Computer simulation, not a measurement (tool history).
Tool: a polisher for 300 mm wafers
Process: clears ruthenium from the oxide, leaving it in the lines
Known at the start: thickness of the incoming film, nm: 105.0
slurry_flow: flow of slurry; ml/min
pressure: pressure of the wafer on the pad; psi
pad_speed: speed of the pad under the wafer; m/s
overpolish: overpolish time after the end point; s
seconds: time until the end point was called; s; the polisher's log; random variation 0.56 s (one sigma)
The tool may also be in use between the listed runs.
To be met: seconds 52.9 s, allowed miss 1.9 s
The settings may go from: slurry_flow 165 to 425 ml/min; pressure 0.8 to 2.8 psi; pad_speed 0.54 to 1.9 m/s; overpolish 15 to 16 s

run 1 day=0 | slurry_flow=275 pressure=1.8 pad_speed=1.22 overpolish=15 | seconds=102.71
run 2 day=0.312 | slurry_flow=275 pressure=1.8 pad_speed=1.22 overpolish=15 | seconds=102.86
run 3 day=0.429 | slurry_flow=275 pressure=2 pad_speed=1.24 overpolish=15 | seconds=90.508
run 4 day=0.675 | slurry_flow=275 pressure=2 pad_speed=0.98 overpolish=15 | seconds=115.05
run 5 day=0.717 | slurry_flow=275 pressure=2.1 pad_speed=1.04 overpolish=15 | seconds=103.13
run 6 day=1.004 | slurry_flow=275 pressure=2.2 pad_speed=1.1 overpolish=15 | seconds=94.357
run 7 day=1.358 | slurry_flow=275 pressure=2.3 pad_speed=1.16 overpolish=15 | seconds=85.541
run 8 day=1.625 | slurry_flow=275 pressure=2.4 pad_speed=1.2 overpolish=15 | seconds=78.174
run 9 day=1.958 | slurry_flow=280 pressure=2.8 pad_speed=1.44 overpolish=15 | seconds=57.366
run 10 day=2.229 | slurry_flow=280 pressure=2.8 pad_speed=1.46 overpolish=15 | seconds=56.356
run 11 day=2.55 | slurry_flow=280 pressure=2.8 pad_speed=1.46 overpolish=15 | seconds=56.782
run 12 day=2.638 | slurry_flow=280 pressure=2.8 pad_speed=1.46 overpolish=15 | seconds=55.601
run 13 day=2.983 | slurry_flow=280 pressure=2.8 pad_speed=1.48 overpolish=15 | seconds=55.286

5 next moves are on the table. One of them brings every result within its allowed miss. Which?
run A day=3.329 | slurry_flow=265 pressure=2.8 pad_speed=1.42 overpolish=16 | seconds=?
run B day=3.329 | slurry_flow=265 pressure=2.6 pad_speed=1.46 overpolish=15 | seconds=?
run C day=3.329 | slurry_flow=260 pressure=2.6 pad_speed=1.7 overpolish=16 | seconds=?
run D day=3.329 | slurry_flow=250 pressure=2.5 pad_speed=1.62 overpolish=16 | seconds=?
run E day=3.329 | slurry_flow=305 pressure=2.7 pad_speed=1.46 overpolish=15 | seconds=?

move=A seconds=57.072
move=B seconds=59.732
move=C seconds=51.554
move=D seconds=56.321
move=E seconds=56.992
A: further off than the last run
B: further off than the last run
C: meets every target
D: further off than the last run
E: further off than the last run
Move C is the one to make.
